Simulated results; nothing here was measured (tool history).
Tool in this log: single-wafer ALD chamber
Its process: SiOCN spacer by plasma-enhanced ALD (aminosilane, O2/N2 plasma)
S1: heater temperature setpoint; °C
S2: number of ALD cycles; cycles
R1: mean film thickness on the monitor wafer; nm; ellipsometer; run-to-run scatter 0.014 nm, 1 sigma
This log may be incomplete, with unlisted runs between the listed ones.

run 1 day=0.000 | S1=400 S2=91 | R1=5.3646
run 2 day=0.312 | S1=400 S2=79 | R1=4.6663
run 3 day=0.588 | S1=410 S2=79 | R1=4.5549
run 4 day=0.617 | S1=410 S2=87 | R1=4.9758
run 5 day=0.812 | S1=402 S2=87 | R1=5.1006
run 6 day=1.008 | S1=400 S2=89 | R1=5.2349
run 7 day=1.158 | S1=398 S2=91 | R1=5.3341
run 8 day=1.488 | S1=397 S2=93 | R1=5.4784
run 9 day=1.633 | S1=396 S2=94 | R1=5.5482
run 10 day=1.854 | S1=395 S2=95 | R1=5.6156

The next listed run, before its measurement:
run 11 day=2.133 | S1=394 S2=96 | R1=?

R1: 5.6618 nm

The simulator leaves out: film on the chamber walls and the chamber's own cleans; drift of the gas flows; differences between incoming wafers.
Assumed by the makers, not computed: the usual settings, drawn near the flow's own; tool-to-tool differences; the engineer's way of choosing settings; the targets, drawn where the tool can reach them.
